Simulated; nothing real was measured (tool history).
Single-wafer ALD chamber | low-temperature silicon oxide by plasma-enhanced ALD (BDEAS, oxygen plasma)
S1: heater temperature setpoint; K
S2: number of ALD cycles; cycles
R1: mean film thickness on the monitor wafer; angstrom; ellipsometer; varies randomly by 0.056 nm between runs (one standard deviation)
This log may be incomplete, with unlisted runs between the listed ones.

run,day,S1,S2,R1
1,0.000,388.15,57,80.634
2,0.083,387.15,60,84.701
3,0.117,396.15,60,83.345
4,0.421,396.15,65,89.607
5,0.742,396.15,58,80.564
6,0.950,394.15,61,84.753
7,1.217,392.15,63,89.079

Run 8 is up next; what results do you expect?
8,1.533,389.15,64,?

R1: 89.758 angstrom
